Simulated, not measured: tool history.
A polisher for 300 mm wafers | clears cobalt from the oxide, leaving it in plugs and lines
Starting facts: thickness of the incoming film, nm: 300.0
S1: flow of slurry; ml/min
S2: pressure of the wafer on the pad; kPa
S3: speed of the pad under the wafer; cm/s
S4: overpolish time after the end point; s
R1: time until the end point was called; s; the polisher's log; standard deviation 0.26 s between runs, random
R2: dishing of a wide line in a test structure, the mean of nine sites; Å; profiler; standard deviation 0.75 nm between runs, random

| run | hour | S1 | S2 | S3 | S4 | R1 | R2 |
|---|---|---|---|---|---|---|---|
| 1 | 0.0 | 190 | 16.5 | 114 | 20 | 46.134 | 411.82 |
| 2 | 2.1 | 190 | 15.2 | 114 | 20 | 51.587 | 401.02 |
| 3 | 7.1 | 190 | 16.5 | 114 | 18 | 47.134 | 398.85 |
| 4 | 14.9 | 190 | 17.9 | 116 | 17 | 43.541 | 416.19 |
|  | 20.7 | worn pad replaced by a new one |
| 5 | 20.7 | 200 | 18.6 | 122 | 15 | 38.028 | 404.36 |
| 6 | 27.7 | 200 | 18.6 | 122 | 9 | 37.744 | 361.43 |
| 7 | 32.5 | 205 | 19.3 | 122 | 9 | 35.579 | 352.10 |

What does the tool deliver on the next run?
| 8 | 34.5 | 210 | 20.0 | 122 | 10 | ? | ? |

Run 8 gave R1 34.390 s, R2 373.68 Å.

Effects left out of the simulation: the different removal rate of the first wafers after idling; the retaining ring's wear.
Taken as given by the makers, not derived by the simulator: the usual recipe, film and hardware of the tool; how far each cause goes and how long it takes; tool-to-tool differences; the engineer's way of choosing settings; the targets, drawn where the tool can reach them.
